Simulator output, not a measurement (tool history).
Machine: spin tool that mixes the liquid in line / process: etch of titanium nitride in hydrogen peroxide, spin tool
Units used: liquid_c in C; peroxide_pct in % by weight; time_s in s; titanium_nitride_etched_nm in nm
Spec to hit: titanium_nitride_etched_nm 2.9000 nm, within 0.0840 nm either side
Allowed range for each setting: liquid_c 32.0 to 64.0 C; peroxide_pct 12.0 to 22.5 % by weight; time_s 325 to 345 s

{"run": 1, "hour": 0.0, "liquid_c": 48.0, "peroxide_pct": 15.5, "time_s": 325, "titanium_nitride_etched_nm": 5.7544}
{"run": 2, "hour": 4.0, "liquid_c": 45.5, "peroxide_pct": 15.5, "time_s": 325, "titanium_nitride_etched_nm": 4.7338}
{"run": 3, "hour": 11.2, "liquid_c": 45.5, "peroxide_pct": 15.5, "time_s": 325, "titanium_nitride_etched_nm": 4.7789}
{"run": 4, "hour": 13.6, "liquid_c": 45.5, "peroxide_pct": 14.5, "time_s": 325, "titanium_nitride_etched_nm": 4.737}
{"run": 5, "hour": 21.9, "liquid_c": 45.5, "peroxide_pct": 16.5, "time_s": 325, "titanium_nitride_etched_nm": 4.8297}
{"run": 6, "hour": 30.0, "liquid_c": 41.0, "peroxide_pct": 16.5, "time_s": 325, "titanium_nitride_etched_nm": 3.4086}
{"run": 7, "hour": 39.0, "liquid_c": 40.5, "peroxide_pct": 16.5, "time_s": 325, "titanium_nitride_etched_nm": 3.3053}
{"run": 8, "hour": 47.6, "liquid_c": 40.0, "peroxide_pct": 16.5, "time_s": 325, "titanium_nitride_etched_nm": 3.1352}
{"hour": 49.2, "done": "thermometer replaced"}
{"run": 9, "hour": 49.2, "liquid_c": 39.5, "peroxide_pct": 16.5, "time_s": 325, "titanium_nitride_etched_nm": 3.4963}
{"run": 10, "hour": 52.0, "liquid_c": 38.5, "peroxide_pct": 16.5, "time_s": 325, "titanium_nitride_etched_nm": 3.2129}

Which of these 4 next moves meets every target?
{"run": "A", "hour": 54.8, "liquid_c": 40.0, "peroxide_pct": 16.0, "time_s": 325, "titanium_nitride_etched_nm": "?"}
{"run": "B", "hour": 54.8, "liquid_c": 36.0, "peroxide_pct": 19.0, "time_s": 325, "titanium_nitride_etched_nm": "?"}
{"run": "C", "hour": 54.8, "liquid_c": 36.5, "peroxide_pct": 15.5, "time_s": 345, "titanium_nitride_etched_nm": "?"}
{"run": "D", "hour": 54.8, "liquid_c": 37.5, "peroxide_pct": 17.5, "time_s": 325, "titanium_nitride_etched_nm": "?"}

move=A titanium_nitride_etched_nm=3.6292
move=B titanium_nitride_etched_nm=2.7561
move=C titanium_nitride_etched_nm=2.9147
move=D titanium_nitride_etched_nm=3.0469
A: further off than the last run
B: moves the result that the last run missed by most past its target, out the other side
C: every result within its allowed miss
D: moves toward the targets from the last run without getting all of them in spec
Correct choice: C, which meets every target
